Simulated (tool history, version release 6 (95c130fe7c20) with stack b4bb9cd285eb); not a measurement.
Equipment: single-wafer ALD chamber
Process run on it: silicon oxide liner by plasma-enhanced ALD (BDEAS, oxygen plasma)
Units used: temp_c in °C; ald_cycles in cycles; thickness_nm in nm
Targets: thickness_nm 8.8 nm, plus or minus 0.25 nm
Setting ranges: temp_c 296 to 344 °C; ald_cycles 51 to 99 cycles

run,hour,temp_c,ald_cycles,thickness_nm
1,0,320,75,7.3065
2,7.6,320,77,7.4855
3,9.9,324,77,7.3616
4,12,317,77,7.4908
5,19.5,317,81,7.8805
6,26.7,317,83,8.1307
7,32.5,317,84,8.2232
8,39.5,317,85,8.2903
9,47.9,317,86,8.3678
10,50.1,317,87,8.4872

Exactly one of the 4 candidate moves below puts every result within its allowed miss. Which one?
A,52.3,310,82,?
B,52.3,323,91,?
C,52.3,311,82,?
D,52.3,314,85,?

move,thickness_nm
A,8.0818
B,8.7888
C,8.0693
D,8.3257
A: misses by more than the last run did
B: each result inside its tolerance
C: misses by more than the last run did
D: misses by more than the last run did
B is the move that brings every result within its allowed miss.
